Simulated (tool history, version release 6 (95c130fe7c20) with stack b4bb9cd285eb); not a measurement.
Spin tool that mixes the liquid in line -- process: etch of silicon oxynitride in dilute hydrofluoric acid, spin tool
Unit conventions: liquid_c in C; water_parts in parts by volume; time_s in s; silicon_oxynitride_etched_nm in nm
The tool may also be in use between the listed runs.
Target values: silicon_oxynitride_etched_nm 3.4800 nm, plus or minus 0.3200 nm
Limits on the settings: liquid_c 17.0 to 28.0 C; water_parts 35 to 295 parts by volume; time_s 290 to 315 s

{"run": 1, "hour": 0.0, "liquid_c": 20.0, "water_parts": 165, "time_s": 290, "silicon_oxynitride_etched_nm": 2.0111}
{"run": 2, "hour": 8.5, "liquid_c": 20.0, "water_parts": 190, "time_s": 290, "silicon_oxynitride_etched_nm": 1.6751}
{"run": 3, "hour": 14.0, "liquid_c": 20.0, "water_parts": 135, "time_s": 290, "silicon_oxynitride_etched_nm": 2.5386}
{"run": 4, "hour": 17.3, "liquid_c": 20.0, "water_parts": 135, "time_s": 315, "silicon_oxynitride_etched_nm": 2.7631}
{"run": 5, "hour": 21.8, "liquid_c": 21.0, "water_parts": 130, "time_s": 315, "silicon_oxynitride_etched_nm": 2.9321}
{"run": 6, "hour": 30.1, "liquid_c": 21.0, "water_parts": 160, "time_s": 315, "silicon_oxynitride_etched_nm": 2.39}
{"run": 7, "hour": 35.1, "liquid_c": 21.5, "water_parts": 145, "time_s": 315, "silicon_oxynitride_etched_nm": 2.6279}
{"run": 8, "hour": 37.1, "liquid_c": 21.5, "water_parts": 145, "time_s": 315, "silicon_oxynitride_etched_nm": 2.6063}
{"run": 9, "hour": 38.3, "liquid_c": 21.5, "water_parts": 130, "time_s": 315, "silicon_oxynitride_etched_nm": 2.9201}

4 candidate next runs follow, results not yet known. Just one meets every target within its allowed miss. Identify it.
{"run": "A", "hour": 39.5, "liquid_c": 22.0, "water_parts": 150, "time_s": 290, "silicon_oxynitride_etched_nm": "?"}
{"run": "B", "hour": 39.5, "liquid_c": 23.0, "water_parts": 120, "time_s": 315, "silicon_oxynitride_etched_nm": "?"}
{"run": "C", "hour": 39.5, "liquid_c": 18.5, "water_parts": 115, "time_s": 315, "silicon_oxynitride_etched_nm": "?"}
{"run": "D", "hour": 39.5, "liquid_c": 20.5, "water_parts": 80, "time_s": 300, "silicon_oxynitride_etched_nm": "?"}

move=A silicon_oxynitride_etched_nm=2.3116
move=B silicon_oxynitride_etched_nm=3.3657
move=C silicon_oxynitride_etched_nm=2.8384
move=D silicon_oxynitride_etched_nm=4.3956
A: its largest miss is bigger than the last run's
B: each result inside its tolerance
C: its largest miss is bigger than the last run's
D: the result that was furthest off in the last run now lies on the other side of its target
B meets every target.
